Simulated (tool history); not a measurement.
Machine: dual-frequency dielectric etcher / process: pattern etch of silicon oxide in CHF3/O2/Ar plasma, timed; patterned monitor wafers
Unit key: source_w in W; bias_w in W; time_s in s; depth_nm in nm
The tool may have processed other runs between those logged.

Run 1, hour 0.0: source_w 880 W, bias_w 204 W, time_s 369.0 s. Result: depth_nm 887.54 nm.
Run 2, hour 4.2: source_w 880 W, bias_w 236 W, time_s 369.0 s. Result: depth_nm 945.27 nm.
Run 3, hour 13.1: source_w 920 W, bias_w 237 W, time_s 369.0 s. Result: depth_nm 958.56 nm.
Run 4, hour 13.7: source_w 920 W, bias_w 237 W, time_s 340.0 s. Result: depth_nm 876.08 nm.
Run 5, hour 22.6: source_w 970 W, bias_w 249 W, time_s 342.5 s. Result: depth_nm 924.37 nm.
Run 6, hour 25.3: source_w 970 W, bias_w 262 W, time_s 342.5 s. Result: depth_nm 940.19 nm.

Run 7 comes next. What will it give?
Run 7, hour 26.9: source_w 1020 W, bias_w 265 W, time_s 343.0 s. Result: depth_nm ?.

Run 7 produced depth_nm 965.30 nm.
